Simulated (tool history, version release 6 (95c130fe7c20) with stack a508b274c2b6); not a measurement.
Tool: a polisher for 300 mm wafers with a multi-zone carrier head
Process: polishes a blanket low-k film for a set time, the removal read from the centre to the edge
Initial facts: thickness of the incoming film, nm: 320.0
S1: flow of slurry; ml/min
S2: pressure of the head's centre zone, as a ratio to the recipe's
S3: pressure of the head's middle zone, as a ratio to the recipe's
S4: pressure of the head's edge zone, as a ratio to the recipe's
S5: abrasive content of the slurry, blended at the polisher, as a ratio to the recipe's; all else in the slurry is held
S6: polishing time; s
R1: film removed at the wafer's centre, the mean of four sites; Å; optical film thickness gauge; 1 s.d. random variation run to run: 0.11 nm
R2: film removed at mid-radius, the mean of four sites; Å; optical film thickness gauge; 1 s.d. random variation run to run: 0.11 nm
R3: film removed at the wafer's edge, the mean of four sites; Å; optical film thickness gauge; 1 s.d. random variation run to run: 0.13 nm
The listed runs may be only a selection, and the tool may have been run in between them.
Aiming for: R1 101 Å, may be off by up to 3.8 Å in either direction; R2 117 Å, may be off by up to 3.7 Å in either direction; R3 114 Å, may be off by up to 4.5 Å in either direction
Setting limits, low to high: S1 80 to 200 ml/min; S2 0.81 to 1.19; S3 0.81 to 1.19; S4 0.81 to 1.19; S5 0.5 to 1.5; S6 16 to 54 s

{"run": 1, "hour": 0.0, "S1": 130, "S2": 1, "S3": 1, "S4": 1, "S5": 1, "S6": 35, "R1": 163.56, "R2": 166.17, "R3": 169.34}
{"run": 2, "hour": 7.7, "S1": 125, "S2": 0.97, "S3": 1, "S4": 0.97, "S5": 0.9, "S6": 34, "R1": 148.56, "R2": 152.73, "R3": 154.22}
{"run": 3, "hour": 10.2, "S1": 145, "S2": 0.97, "S3": 1, "S4": 0.97, "S5": 0.9, "S6": 34, "R1": 152.56, "R2": 159.02, "R3": 158.12}
{"run": 4, "hour": 12.1, "S1": 145, "S2": 0.97, "S3": 1, "S4": 0.97, "S5": 0.9, "S6": 31, "R1": 140.89, "R2": 143.99, "R3": 143.1}
{"run": 5, "hour": 16.6, "S1": 135, "S2": 0.94, "S3": 1, "S4": 0.95, "S5": 0.85, "S6": 31, "R1": 131.58, "R2": 138.55, "R3": 135.36}
{"run": 6, "hour": 18.3, "S1": 125, "S2": 0.91, "S3": 1, "S4": 0.94, "S5": 0.8, "S6": 31, "R1": 121.38, "R2": 131.56, "R3": 129.94}
{"run": 7, "hour": 21.2, "S1": 120, "S2": 0.89, "S3": 1, "S4": 0.92, "S5": 0.8, "S6": 31, "R1": 117.3, "R2": 128.7, "R3": 125.29}
{"run": 8, "hour": 26.3, "S1": 115, "S2": 0.87, "S3": 1, "S4": 0.91, "S5": 0.8, "S6": 31, "R1": 113.01, "R2": 127.54, "R3": 126.72}
{"run": 9, "hour": 31.5, "S1": 110, "S2": 0.86, "S3": 1, "S4": 0.89, "S5": 0.8, "S6": 31, "R1": 110.38, "R2": 126.75, "R3": 124.6}
{"run": 10, "hour": 39.0, "S1": 105, "S2": 0.86, "S3": 1, "S4": 0.88, "S5": 0.8, "S6": 31, "R1": 109.37, "R2": 123.38, "R3": 121.24}
{"run": 11, "hour": 42.0, "S1": 100, "S2": 0.85, "S3": 1, "S4": 0.87, "S5": 0.8, "S6": 31, "R1": 104.26, "R2": 123.83, "R3": 119.7}

Pick the move, out of 5, that brings all results within their allowed miss; only one does.
{"run": "A", "hour": 45.0, "S1": 80, "S2": 0.88, "S3": 1.01, "S4": 0.96, "S5": 0.9, "S6": 31, "R1": "?", "R2": "?", "R3": "?"}
{"run": "B", "hour": 45.0, "S1": 105, "S2": 0.98, "S3": 1.02, "S4": 0.82, "S5": 0.75, "S6": 30, "R1": "?", "R2": "?", "R3": "?"}
{"run": "C", "hour": 45.0, "S1": 90, "S2": 0.91, "S3": 1.06, "S4": 0.86, "S5": 0.8, "S6": 31, "R1": "?", "R2": "?", "R3": "?"}
{"run": "D", "hour": 45.0, "S1": 90, "S2": 0.83, "S3": 0.96, "S4": 0.81, "S5": 0.7, "S6": 34, "R1": "?", "R2": "?", "R3": "?"}
{"run": "E", "hour": 45.0, "S1": 130, "S2": 0.81, "S3": 0.97, "S4": 0.89, "S5": 0.65, "S6": 35, "R1": "?", "R2": "?", "R3": "?"}

move=A R1=105.22 R2=122.51 R3=127.2
move=B R1=112.6 R2=119.81 R3=111.09
move=C R1=107.26 R2=125.42 R3=117.2
move=D R1=101.84 R2=118.27 R3=116.29
move=E R1=111.97 R2=131.29 R3=128.92
A: further off than the last run
B: puts the biggest miss on target and leaves a different result outside tolerance
C: further off than the last run
D: every result within its allowed miss
E: further off than the last run
Go with D: it meets all targets.
